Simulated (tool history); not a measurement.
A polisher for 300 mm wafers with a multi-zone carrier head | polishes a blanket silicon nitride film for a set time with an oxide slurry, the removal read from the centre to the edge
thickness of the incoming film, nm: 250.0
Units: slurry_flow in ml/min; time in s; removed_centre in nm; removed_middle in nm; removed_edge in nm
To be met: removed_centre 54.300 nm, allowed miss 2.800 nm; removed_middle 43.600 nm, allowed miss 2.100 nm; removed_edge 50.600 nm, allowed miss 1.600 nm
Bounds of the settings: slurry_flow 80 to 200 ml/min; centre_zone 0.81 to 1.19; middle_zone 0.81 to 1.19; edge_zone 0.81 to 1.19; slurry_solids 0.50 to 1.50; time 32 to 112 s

run,day,slurry_flow,centre_zone,middle_zone,edge_zone,slurry_solids,time,removed_centre,removed_middle,removed_edge
1,0.000,130,1.00,1.00,1.00,1.00,72,42.184,42.059,40.411
2,0.267,130,1.00,1.00,1.00,1.20,72,45.236,45.432,44.122
3,0.433,130,1.00,1.00,1.00,1.20,63,39.218,38.387,38.796
4,0.783,105,1.00,1.00,1.00,1.20,63,36.296,36.337,36.612
5,1.108,105,1.00,1.00,1.00,1.40,63,38.598,39.498,39.929
6,1.150,115,1.01,0.98,1.02,1.40,63,39.901,40.088,40.699
7,1.262,125,1.03,0.96,1.04,1.40,63,42.217,39.944,41.417
8,1.321,135,1.03,0.94,1.06,1.40,63,41.978,39.874,41.945
9,1.617,140,1.04,0.92,1.08,1.40,64,43.927,41.043,44.662
10,1.892,145,1.05,0.91,1.09,1.40,64,44.539,39.359,44.277
11,2.004,150,1.06,0.91,1.10,1.40,64,46.391,41.159,44.406
12,2.225,155,1.06,0.90,1.11,1.40,64,45.992,40.447,44.924
13,2.529,160,1.07,0.89,1.12,1.40,64,46.470,39.779,44.953
14,2.617,160,1.08,0.89,1.13,1.40,65,47.462,40.472,46.894
15,2.683,165,1.09,0.89,1.13,1.40,65,49.206,40.144,46.937
16,2.992,170,1.09,0.90,1.13,1.40,65,47.609,42.211,47.062
17,3.229,170,1.10,0.90,1.13,1.40,65,48.152,42.000,47.090
18,3.450,170,1.11,0.89,1.13,1.40,65,50.166,41.383,46.786
19,3.792,170,1.12,0.89,1.14,1.40,65,49.552,40.677,46.343
20,3.896,175,1.12,0.89,1.14,1.40,65,51.307,40.621,47.710
21,4.033,185,1.13,0.90,1.15,1.45,65,51.716,43.680,48.245

Which of these 5 next moves meets every target?
A,4.171,140,1.19,0.94,1.17,1.45,75,?,?,?
B,4.171,130,1.19,0.92,1.06,1.50,68,?,?,?
C,4.171,200,1.15,1.01,1.19,1.45,62,?,?,?
D,4.171,175,1.07,0.84,1.06,1.25,76,?,?,?
E,4.171,200,1.18,0.92,0.95,1.50,73,?,?,?

move,removed_centre,removed_middle,removed_edge
A,59.307,49.088,52.895
B,53.374,43.502,45.617
C,50.973,46.006,46.209
D,53.604,44.812,49.825
E,62.300,50.704,49.284
A: takes the result that was furthest off past its target
B: further off than the last run
C: further off than the last run
D: meets every target
E: brings the result that was furthest off to its target, and leaves another outside
Answer: D
